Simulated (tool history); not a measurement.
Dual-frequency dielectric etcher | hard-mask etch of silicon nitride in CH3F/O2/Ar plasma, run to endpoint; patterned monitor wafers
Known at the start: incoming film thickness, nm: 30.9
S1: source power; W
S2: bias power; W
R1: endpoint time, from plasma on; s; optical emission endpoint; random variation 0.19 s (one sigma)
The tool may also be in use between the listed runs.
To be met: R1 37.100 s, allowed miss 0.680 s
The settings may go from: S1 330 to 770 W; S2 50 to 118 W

| run | hour | S1 | S2 | R1 |
|---|---|---|---|---|
| 1 | 0.0 | 550 | 84 | 40.978 |
| 2 | 6.9 | 580 | 85 | 39.537 |
| 3 | 8.9 | 600 | 85 | 39.220 |
| 4 | 16.8 | 500 | 85 | 42.742 |
| 5 | 23.6 | 500 | 96 | 39.830 |
| 6 | 29.9 | 500 | 105 | 38.589 |
| 7 | 31.2 | 510 | 105 | 38.240 |
| 8 | 37.2 | 520 | 105 | 38.064 |
| 9 | 40.2 | 530 | 105 | 37.733 |

5 next moves are on the table. One of them brings every result within its allowed miss. Which?
| A | 43.2 | 540 | 108 | ? |
| B | 43.2 | 510 | 105 | ? |
| C | 43.2 | 520 | 102 | ? |
| D | 43.2 | 430 | 118 | ? |
| E | 43.2 | 500 | 108 | ? |

| move | R1 |
|---|---|
| A | 37.501 |
| B | 38.785 |
| C | 38.952 |
| D | 39.482 |
| E | 38.635 |
A: meets every target
B: further off than the last run
C: further off than the last run
D: further off than the last run
E: further off than the last run
Move A is the one to make.
